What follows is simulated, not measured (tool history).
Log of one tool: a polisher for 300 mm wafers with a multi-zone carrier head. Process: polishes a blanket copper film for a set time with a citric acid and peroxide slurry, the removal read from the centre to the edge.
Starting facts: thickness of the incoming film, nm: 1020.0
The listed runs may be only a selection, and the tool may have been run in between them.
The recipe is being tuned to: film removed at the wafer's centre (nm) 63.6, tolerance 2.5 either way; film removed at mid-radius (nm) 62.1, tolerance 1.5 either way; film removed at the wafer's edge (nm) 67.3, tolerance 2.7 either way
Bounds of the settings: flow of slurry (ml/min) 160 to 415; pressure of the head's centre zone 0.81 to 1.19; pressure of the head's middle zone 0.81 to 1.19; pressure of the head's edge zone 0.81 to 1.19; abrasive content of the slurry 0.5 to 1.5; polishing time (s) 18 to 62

| run | hour | flow of slurry (ml/min) | pressure of the head's centre zone | pressure of the head's middle zone | pressure of the head's edge zone | abrasive content of the slurry | polishing time (s) | film removed at the wafer's centre (nm) | film removed at mid-radius (nm) | film removed at the wafer's edge (nm) |
|---|---|---|---|---|---|---|---|---|---|---|
| 1 | 0 | 265 | 1 | 1 | 1 | 1 | 40 | 105.29 | 117.22 | 115.2 |
| 2 | 8.3 | 265 | 1 | 0.93 | 1 | 1 | 40 | 104.32 | 113.54 | 114.51 |
| 3 | 9.4 | 265 | 1 | 0.99 | 1 | 1 | 40 | 105.26 | 114.97 | 115.8 |
| 4 | 10.2 | 265 | 1 | 0.99 | 0.95 | 1 | 40 | 105.11 | 118.03 | 113.99 |
|  | 18.3 | centre zone pressure recalibrated |
| 5 | 18.3 | 260 | 1.01 | 0.97 | 0.96 | 0.95 | 38 | 112.23 | 107.4 | 104.41 |
| 6 | 19.6 | 260 | 1.01 | 0.97 | 0.96 | 0.85 | 38 | 106.8 | 104.21 | 101.75 |
| 7 | 21.1 | 255 | 0.99 | 0.95 | 0.97 | 0.8 | 36 | 97.984 | 96.088 | 97.682 |
| 8 | 21.6 | 250 | 0.97 | 0.94 | 0.96 | 0.75 | 34 | 90.414 | 88.585 | 87.465 |
| 9 | 24.4 | 245 | 0.96 | 0.92 | 0.97 | 0.7 | 33 | 83.506 | 83.403 | 84.89 |
| 10 | 28.9 | 240 | 0.95 | 0.9 | 0.97 | 0.65 | 32 | 78.819 | 76.569 | 79.248 |
| 11 | 37.8 | 190 | 0.85 | 0.81 | 0.9 | 0.5 | 32 | 63.598 | 65.139 | 68.19 |
| 12 | 40.3 | 190 | 0.85 | 0.81 | 0.9 | 0.5 | 32 | 63.182 | 64.653 | 70.067 |
| 13 | 48.3 | 190 | 0.86 | 0.81 | 0.9 | 0.5 | 32 | 65.383 | 64.504 | 69.458 |
| 14 | 50.2 | 175 | 0.87 | 0.81 | 0.91 | 0.5 | 30 | 59.163 | 59.949 | 66.444 |
| 15 | 58.6 | 180 | 0.87 | 0.81 | 0.91 | 0.5 | 30 | 61.444 | 60.266 | 64.472 |
| 16 | 63.2 | 185 | 0.87 | 0.81 | 0.91 | 0.5 | 30 | 61.059 | 60.5 | 66.596 |

Which of these 4 next moves meets every target?
| A | 67.8 | 185 | 0.89 | 0.81 | 0.9 | 0.5 | 31 | ? | ? | ? |
| B | 67.8 | 165 | 0.81 | 0.88 | 0.86 | 0.6 | 30 | ? | ? | ? |
| C | 67.8 | 160 | 0.89 | 0.89 | 1.07 | 0.6 | 28 | ? | ? | ? |
| D | 67.8 | 215 | 0.9 | 0.88 | 0.81 | 0.5 | 30 | ? | ? | ? |

| move | film removed at the wafer's centre (nm) | film removed at mid-radius (nm) | film removed at the wafer's edge (nm) |
|---|---|---|---|
| A | 63.476 | 61.891 | 67.217 |
| B | 58.326 | 64.926 | 66.124 |
| C | 58.574 | 60.558 | 68.104 |
| D | 63.842 | 64.52 | 63.186 |
A: meets every target
B: carries the result that was furthest off beyond its target, to the other side
C: further off than the last run
D: carries the result that was furthest off beyond its target, to the other side
A meets every target.
